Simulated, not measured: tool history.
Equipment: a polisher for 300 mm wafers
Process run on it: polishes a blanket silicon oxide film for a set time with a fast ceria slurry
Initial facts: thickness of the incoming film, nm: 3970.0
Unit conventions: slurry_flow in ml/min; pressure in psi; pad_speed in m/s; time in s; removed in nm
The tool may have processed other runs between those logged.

run  hour  slurry_flow  pressure  pad_speed  time  removed
  1     0          215         2       1.14    37   498.63
  2     3          245         2       1.14    37   511.02
  3   7.3          220         2       1.14    37   498.89
  4  15.7          205       1.8       1.14    37   446.03
  5  24.2          180       1.8       1.14    37   441.25
  6  27.1          180       1.8       0.98    37   374.03

What does the tool deliver on the next run?
  7  33.9          175       1.8       0.98    37        ?

Run 7 measured removed 378.93 nm.

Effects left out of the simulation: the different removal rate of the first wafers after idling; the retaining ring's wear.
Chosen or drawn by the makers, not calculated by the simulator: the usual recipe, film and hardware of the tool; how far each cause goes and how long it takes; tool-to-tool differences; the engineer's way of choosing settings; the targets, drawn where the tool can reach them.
